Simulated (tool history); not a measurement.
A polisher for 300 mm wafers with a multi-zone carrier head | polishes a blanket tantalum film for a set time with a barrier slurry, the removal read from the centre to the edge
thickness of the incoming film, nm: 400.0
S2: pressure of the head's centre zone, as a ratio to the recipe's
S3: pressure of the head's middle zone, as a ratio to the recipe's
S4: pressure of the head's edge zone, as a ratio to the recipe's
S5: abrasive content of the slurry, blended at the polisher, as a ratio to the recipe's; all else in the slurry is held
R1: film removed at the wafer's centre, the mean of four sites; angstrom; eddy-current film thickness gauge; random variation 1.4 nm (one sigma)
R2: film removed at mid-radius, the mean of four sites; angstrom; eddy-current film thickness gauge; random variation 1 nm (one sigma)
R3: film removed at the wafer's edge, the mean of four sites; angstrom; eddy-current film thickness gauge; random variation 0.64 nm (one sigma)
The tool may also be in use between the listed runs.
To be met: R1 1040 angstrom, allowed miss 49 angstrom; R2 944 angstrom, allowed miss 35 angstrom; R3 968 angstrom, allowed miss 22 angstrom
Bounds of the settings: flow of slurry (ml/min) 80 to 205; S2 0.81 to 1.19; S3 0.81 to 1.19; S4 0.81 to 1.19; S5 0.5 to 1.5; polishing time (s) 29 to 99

{"run": 1, "hour": 0.0, "flow of slurry (ml/min)": 135, "S2": 1, "S3": 1, "S4": 1, "S5": 1, "polishing time (s)": 64, "R1": 1409, "R2": 1363.3, "R3": 1407.6}
{"run": 2, "hour": 3.1, "flow of slurry (ml/min)": 135, "S2": 1, "S3": 0.94, "S4": 1, "S5": 1, "polishing time (s)": 64, "R1": 1340.9, "R2": 1295.4, "R3": 1413.3}
{"run": 3, "hour": 6.6, "flow of slurry (ml/min)": 135, "S2": 1, "S3": 0.94, "S4": 1, "S5": 1, "polishing time (s)": 72, "R1": 1537.4, "R2": 1480.6, "R3": 1593.3}
{"run": 4, "hour": 10.5, "flow of slurry (ml/min)": 135, "S2": 0.93, "S3": 0.94, "S4": 1, "S5": 1, "polishing time (s)": 72, "R1": 1458.5, "R2": 1471.6, "R3": 1604}
{"run": 5, "hour": 13.2, "flow of slurry (ml/min)": 135, "S2": 0.93, "S3": 0.94, "S4": 1, "S5": 0.85, "polishing time (s)": 72, "R1": 1379.7, "R2": 1394.7, "R3": 1512.9}
{"run": 6, "hour": 14.1, "flow of slurry (ml/min)": 135, "S2": 0.93, "S3": 0.94, "S4": 1, "S5": 0.85, "polishing time (s)": 86, "R1": 1642.9, "R2": 1654.4, "R3": 1826.6}
{"run": 7, "hour": 22.7, "flow of slurry (ml/min)": 130, "S2": 0.94, "S3": 0.94, "S4": 0.98, "S5": 0.8, "polishing time (s)": 83, "R1": 1573.3, "R2": 1554.6, "R3": 1685.9}
{"run": 8, "hour": 27.0, "flow of slurry (ml/min)": 125, "S2": 0.94, "S3": 0.94, "S4": 0.96, "S5": 0.75, "polishing time (s)": 81, "R1": 1493.7, "R2": 1457.2, "R3": 1573.2}
{"run": 9, "hour": 29.1, "flow of slurry (ml/min)": 120, "S2": 0.94, "S3": 0.94, "S4": 0.95, "S5": 0.7, "polishing time (s)": 79, "R1": 1381.2, "R2": 1406, "R3": 1500.4}
{"run": 10, "hour": 30.6, "flow of slurry (ml/min)": 120, "S2": 0.95, "S3": 0.93, "S4": 0.94, "S5": 0.7, "polishing time (s)": 77, "R1": 1334.5, "R2": 1342.1, "R3": 1445.9}
{"run": 11, "hour": 33.6, "flow of slurry (ml/min)": 120, "S2": 0.97, "S3": 0.93, "S4": 0.93, "S5": 0.7, "polishing time (s)": 75, "R1": 1317.5, "R2": 1302.5, "R3": 1409.5}
{"run": 12, "hour": 37.4, "flow of slurry (ml/min)": 120, "S2": 0.99, "S3": 0.93, "S4": 0.92, "S5": 0.7, "polishing time (s)": 73, "R1": 1341.5, "R2": 1286.2, "R3": 1357.3}
{"run": 13, "hour": 41.4, "flow of slurry (ml/min)": 105, "S2": 1, "S3": 0.88, "S4": 0.82, "S5": 0.5, "polishing time (s)": 56, "R1": 895, "R2": 790.27, "R3": 844.18}
{"run": 14, "hour": 42.4, "flow of slurry (ml/min)": 110, "S2": 1, "S3": 0.88, "S4": 0.83, "S5": 0.5, "polishing time (s)": 56, "R1": 871.42, "R2": 801.37, "R3": 854.88}

5 next moves are on the table. One of them brings every result within its allowed miss. Which?
{"run": "A", "hour": 43.4, "flow of slurry (ml/min)": 175, "S2": 0.83, "S3": 1.17, "S4": 0.81, "S5": 0.5, "polishing time (s)": 50, "R1": "?", "R2": "?", "R3": "?"}
{"run": "B", "hour": 43.4, "flow of slurry (ml/min)": 140, "S2": 1.13, "S3": 1.18, "S4": 0.81, "S5": 0.6, "polishing time (s)": 47, "R1": "?", "R2": "?", "R3": "?"}
{"run": "C", "hour": 43.4, "flow of slurry (ml/min)": 120, "S2": 1, "S3": 0.89, "S4": 0.81, "S5": 0.6, "polishing time (s)": 59, "R1": "?", "R2": "?", "R3": "?"}
{"run": "D", "hour": 43.4, "flow of slurry (ml/min)": 115, "S2": 0.81, "S3": 0.97, "S4": 1, "S5": 0.5, "polishing time (s)": 56, "R1": "?", "R2": "?", "R3": "?"}
{"run": "E", "hour": 43.4, "flow of slurry (ml/min)": 150, "S2": 0.81, "S3": 1.14, "S4": 0.92, "S5": 0.5, "polishing time (s)": 57, "R1": "?", "R2": "?", "R3": "?"}

move=A R1=741.87 R2=1007.5 R3=802.42
move=B R1=973.58 R2=992.14 R3=793.98
move=C R1=1045 R2=950.77 R3=978.38
move=D R1=739.88 R2=887.41 R3=937.26
move=E R1=801.89 R2=1094 R3=950.75
A: further off than the last run
B: further off than the last run
C: meets every target
D: further off than the last run
E: brings the result that was furthest off to its target, and leaves another outside
Answer: C

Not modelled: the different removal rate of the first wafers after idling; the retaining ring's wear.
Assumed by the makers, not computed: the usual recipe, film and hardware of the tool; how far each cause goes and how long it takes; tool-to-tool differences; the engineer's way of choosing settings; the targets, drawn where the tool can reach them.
